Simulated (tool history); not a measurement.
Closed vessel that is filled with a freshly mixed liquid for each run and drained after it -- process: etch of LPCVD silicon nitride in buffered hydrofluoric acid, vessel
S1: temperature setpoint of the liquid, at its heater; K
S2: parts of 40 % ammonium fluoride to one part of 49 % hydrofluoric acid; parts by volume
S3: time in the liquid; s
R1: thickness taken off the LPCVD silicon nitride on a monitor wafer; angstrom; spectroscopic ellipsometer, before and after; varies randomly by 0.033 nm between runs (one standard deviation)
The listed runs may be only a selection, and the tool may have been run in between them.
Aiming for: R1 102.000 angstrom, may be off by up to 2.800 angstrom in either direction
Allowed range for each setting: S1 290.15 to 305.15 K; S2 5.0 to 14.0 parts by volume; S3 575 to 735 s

run,day,S1,S2,S3,R1
1,0.000,298.15,8.5,735,144.700
2,0.258,298.15,7.0,735,178.350
3,0.621,298.15,8.5,735,144.040
4,0.812,296.15,8.5,735,129.400
5,1.175,294.65,8.5,735,119.180
6,1.283,297.65,8.5,735,140.350
7,1.350,293.65,8.5,735,111.960
8,1.438,293.15,8.5,735,109.870

Which one of the following 4 next-run settings gets every result inside its allowed miss? There is exactly one.
A,1.525,295.15,8.0,690,?
B,1.525,293.15,8.0,600,?
C,1.525,293.65,9.0,710,?
D,1.525,292.65,8.5,665,?

move,R1
A,122.860
B,95.599
C,102.370
D,96.472
A: its largest miss is bigger than the last run's
B: pushes the last run's worst result past its target
C: each result inside its tolerance
D: pushes the last run's worst result past its target
So the answer is move C, the one that meets all the targets.
